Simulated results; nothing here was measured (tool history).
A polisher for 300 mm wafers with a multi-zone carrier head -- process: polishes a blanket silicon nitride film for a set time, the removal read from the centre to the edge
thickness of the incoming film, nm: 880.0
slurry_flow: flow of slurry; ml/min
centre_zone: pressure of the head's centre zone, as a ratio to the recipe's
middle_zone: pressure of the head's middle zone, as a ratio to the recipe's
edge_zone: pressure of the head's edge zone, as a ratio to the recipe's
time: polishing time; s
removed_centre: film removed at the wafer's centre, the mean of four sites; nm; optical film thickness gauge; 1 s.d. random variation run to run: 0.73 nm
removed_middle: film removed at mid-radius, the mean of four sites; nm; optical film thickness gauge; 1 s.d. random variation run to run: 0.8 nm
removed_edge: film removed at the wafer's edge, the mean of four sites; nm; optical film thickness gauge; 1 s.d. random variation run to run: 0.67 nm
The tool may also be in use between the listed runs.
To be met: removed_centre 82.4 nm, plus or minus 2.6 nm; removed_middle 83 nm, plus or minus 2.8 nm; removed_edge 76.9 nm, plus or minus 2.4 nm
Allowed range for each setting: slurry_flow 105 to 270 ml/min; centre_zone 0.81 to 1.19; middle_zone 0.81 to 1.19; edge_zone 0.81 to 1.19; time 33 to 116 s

run 1 hour=0 | slurry_flow=175 centre_zone=1 middle_zone=1 edge_zone=1 time=74 | removed_centre=94.639 removed_middle=90.37 removed_edge=93.52
run 2 hour=7.8 | slurry_flow=175 centre_zone=1 middle_zone=0.92 edge_zone=1 time=74 | removed_centre=94.043 removed_middle=85.922 removed_edge=92.579
run 3 hour=9 | slurry_flow=175 centre_zone=1 middle_zone=0.85 edge_zone=1 time=74 | removed_centre=93.915 removed_middle=82.393 removed_edge=93.868
run 4 hour=17.6 | slurry_flow=175 centre_zone=1 middle_zone=0.85 edge_zone=0.93 time=74 | removed_centre=94.361 removed_middle=81.851 removed_edge=90.134
run 5 hour=21.5 | slurry_flow=170 centre_zone=0.99 middle_zone=0.88 edge_zone=0.91 time=73 | removed_centre=92.262 removed_middle=82.159 removed_edge=87.615
run 6 hour=23.2 | slurry_flow=165 centre_zone=0.98 middle_zone=0.9 edge_zone=0.89 time=72 | removed_centre=89.023 removed_middle=80.846 removed_edge=86.087
run 7 hour=27.5 | slurry_flow=180 centre_zone=1.01 middle_zone=1 edge_zone=0.81 time=63 | removed_centre=81.242 removed_middle=78.985 removed_edge=73.883
run 8 hour=33.2 | slurry_flow=185 centre_zone=1.01 middle_zone=1 edge_zone=0.82 time=63 | removed_centre=80.643 removed_middle=77.725 removed_edge=74.248
run 9 hour=36.7 | slurry_flow=190 centre_zone=1.01 middle_zone=1.01 edge_zone=0.82 time=63 | removed_centre=82.487 removed_middle=80.037 removed_edge=74.842
run 10 hour=38.4 | slurry_flow=195 centre_zone=1 middle_zone=1.02 edge_zone=0.83 time=63 | removed_centre=80.872 removed_middle=80.07 removed_edge=75.065

5 next moves are on the table. One of them brings every result within its allowed miss. Which?
run A hour=40.1 | slurry_flow=195 centre_zone=0.98 middle_zone=1.01 edge_zone=0.84 time=61 | removed_centre=? removed_middle=? removed_edge=?
run B hour=40.1 | slurry_flow=210 centre_zone=0.93 middle_zone=1.11 edge_zone=0.81 time=63 | removed_centre=? removed_middle=? removed_edge=?
run C hour=40.1 | slurry_flow=195 centre_zone=1 middle_zone=0.94 edge_zone=0.89 time=63 | removed_centre=? removed_middle=? removed_edge=?
run D hour=40.1 | slurry_flow=130 centre_zone=1.04 middle_zone=1.05 edge_zone=0.81 time=64 | removed_centre=? removed_middle=? removed_edge=?
run E hour=40.1 | slurry_flow=210 centre_zone=1 middle_zone=1.06 edge_zone=0.88 time=63 | removed_centre=? removed_middle=? removed_edge=?

move=A removed_centre=77.69 removed_middle=77.628 removed_edge=72.593
move=B removed_centre=76.936 removed_middle=86.798 removed_edge=74.694
move=C removed_centre=81.853 removed_middle=76.095 removed_edge=76.193
move=D removed_centre=81.117 removed_middle=79.072 removed_edge=72.315
move=E removed_centre=82.75 removed_middle=83.829 removed_edge=76.371
A: moves away from the targets compared with the last run
B: moves the result that the last run missed by most past its target, out the other side
C: moves away from the targets compared with the last run
D: moves away from the targets compared with the last run
E: all results land within tolerance of their targets
Correct choice: E, which meets every target

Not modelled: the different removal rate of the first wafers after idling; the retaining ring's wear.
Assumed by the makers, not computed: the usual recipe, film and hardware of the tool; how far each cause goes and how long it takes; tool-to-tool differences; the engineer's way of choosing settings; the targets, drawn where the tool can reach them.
